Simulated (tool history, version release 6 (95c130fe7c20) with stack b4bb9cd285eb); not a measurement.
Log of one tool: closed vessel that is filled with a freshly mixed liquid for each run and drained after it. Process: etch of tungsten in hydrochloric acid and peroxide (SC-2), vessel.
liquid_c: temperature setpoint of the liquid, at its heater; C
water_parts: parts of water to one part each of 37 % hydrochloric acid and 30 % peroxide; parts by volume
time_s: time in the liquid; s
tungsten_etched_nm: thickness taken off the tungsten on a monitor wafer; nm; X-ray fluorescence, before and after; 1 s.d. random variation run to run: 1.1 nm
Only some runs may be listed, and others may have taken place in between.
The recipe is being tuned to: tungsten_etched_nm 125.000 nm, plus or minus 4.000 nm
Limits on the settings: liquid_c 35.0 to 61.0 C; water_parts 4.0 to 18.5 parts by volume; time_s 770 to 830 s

Run 1, hour 0.0: liquid_c 45.0 C, water_parts 10.5 parts by volume, time_s 770 s. Result: tungsten_etched_nm 62.095 nm.
Run 2, hour 2.2: liquid_c 48.5 C, water_parts 10.5 parts by volume, time_s 770 s. Result: tungsten_etched_nm 79.137 nm.
Run 3, hour 10.1: liquid_c 50.5 C, water_parts 10.5 parts by volume, time_s 770 s. Result: tungsten_etched_nm 91.282 nm.
Run 4, hour 11.2: liquid_c 50.5 C, water_parts 10.5 parts by volume, time_s 770 s. Result: tungsten_etched_nm 91.105 nm.
Run 5, hour 16.3: liquid_c 52.0 C, water_parts 10.5 parts by volume, time_s 770 s. Result: tungsten_etched_nm 100.080 nm.
Run 6, hour 23.3: liquid_c 52.0 C, water_parts 10.5 parts by volume, time_s 770 s. Result: tungsten_etched_nm 100.310 nm.
Run 7, hour 29.4: liquid_c 53.0 C, water_parts 10.5 parts by volume, time_s 770 s. Result: tungsten_etched_nm 106.050 nm.
Run 8, hour 33.6: liquid_c 56.0 C, water_parts 10.5 parts by volume, time_s 770 s. Result: tungsten_etched_nm 131.800 nm.

Which of these 5 next moves meets every target?
Run A, hour 37.8: liquid_c 56.0 C, water_parts 11.5 parts by volume, time_s 800 s. Result: tungsten_etched_nm ?.
Run B, hour 37.8: liquid_c 54.0 C, water_parts 8.5 parts by volume, time_s 770 s. Result: tungsten_etched_nm ?.
Run C, hour 37.8: liquid_c 55.0 C, water_parts 10.5 parts by volume, time_s 830 s. Result: tungsten_etched_nm ?.
Run D, hour 37.8: liquid_c 56.0 C, water_parts 9.5 parts by volume, time_s 795 s. Result: tungsten_etched_nm ?.
Run E, hour 37.8: liquid_c 57.5 C, water_parts 12.0 parts by volume, time_s 820 s. Result: tungsten_etched_nm ?.

move  tungsten_etched_nm
   A             124.760
   B             136.340
   C             131.250
   D             145.980
   E             135.650
A: every result lands within tolerance
B: moves away from the targets compared with the last run
C: closer than the last run, but not yet in spec
D: moves away from the targets compared with the last run
E: moves away from the targets compared with the last run
Move A is the one to make.
